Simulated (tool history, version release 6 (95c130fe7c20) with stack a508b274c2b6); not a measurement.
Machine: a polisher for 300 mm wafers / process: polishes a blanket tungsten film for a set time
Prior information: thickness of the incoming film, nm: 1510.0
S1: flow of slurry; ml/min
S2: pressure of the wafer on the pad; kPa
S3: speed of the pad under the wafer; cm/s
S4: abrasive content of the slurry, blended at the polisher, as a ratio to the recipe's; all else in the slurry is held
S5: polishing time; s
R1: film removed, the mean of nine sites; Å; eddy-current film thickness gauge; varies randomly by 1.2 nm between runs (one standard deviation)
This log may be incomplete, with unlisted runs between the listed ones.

{"run": 1, "day": 0.0, "S1": 225, "S2": 31.0, "S3": 104, "S4": 1.0, "S5": 39, "R1": 2610.2}
{"run": 2, "day": 0.025, "S1": 225, "S2": 26.2, "S3": 104, "S4": 1.0, "S5": 39, "R1": 2172.9}
{"run": 3, "day": 0.367, "S1": 225, "S2": 23.4, "S3": 102, "S4": 1.0, "S5": 39, "R1": 1916.7}
{"run": 4, "day": 0.579, "S1": 225, "S2": 23.4, "S3": 112, "S4": 1.0, "S5": 39, "R1": 2119.6}
{"run": 5, "day": 0.75, "S1": 255, "S2": 23.4, "S3": 112, "S4": 1.0, "S5": 39, "R1": 2144.3}
{"run": 6, "day": 0.796, "S1": 255, "S2": 21.4, "S3": 108, "S4": 1.0, "S5": 39, "R1": 1880.3}
{"run": 7, "day": 1.092, "S1": 255, "S2": 19.3, "S3": 104, "S4": 1.0, "S5": 39, "R1": 1658.7}
{"run": 8, "day": 1.221, "S1": 255, "S2": 17.9, "S3": 102, "S4": 1.0, "S5": 39, "R1": 1522.6}

Forecast run 9:
{"run": 9, "day": 1.254, "S1": 245, "S2": 13.8, "S3": 96, "S4": 1.0, "S5": 39, "R1": "?"}

Run 9 came out at R1 1123.1 Å.

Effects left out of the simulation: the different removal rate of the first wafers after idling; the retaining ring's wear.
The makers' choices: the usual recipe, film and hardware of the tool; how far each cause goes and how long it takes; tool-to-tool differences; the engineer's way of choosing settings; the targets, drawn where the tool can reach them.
